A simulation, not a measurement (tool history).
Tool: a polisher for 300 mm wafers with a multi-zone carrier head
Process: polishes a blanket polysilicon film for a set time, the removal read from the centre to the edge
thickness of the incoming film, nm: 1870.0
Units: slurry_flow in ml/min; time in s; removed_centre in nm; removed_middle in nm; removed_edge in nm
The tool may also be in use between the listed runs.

run	day	slurry_flow	centre_zone	middle_zone	edge_zone	time	removed_centre	removed_middle	removed_edge
1	0	255	1	1	1	63	485.14	505.15	472.31
2	0.188	255	1.04	1	1	63	513.02	505.9	470.8
3	0.458	255	1.04	1.06	1	63	518.22	515.93	485.68
4	0.604	255	1.04	1.14	1	63	508.27	565.85	465.24
5	0.721	255	1.05	1.07	1.06	66	533.63	547.56	504.16
6	0.875	255	1.05	1.07	1.03	66	534.09	553.85	509.96
7	1.183	250	1.02	0.97	1.1	80	635.53	616.99	632.07
8	1.304	240	1.02	0.93	1.11	80	642.85	606.32	615.97

Forecast run 9:
9	1.517	275	1.01	0.89	1.14	79	?	?	?

{"run 9": {"removed_centre": 630.53, "removed_middle": 574.51, "removed_edge": 636.58}}
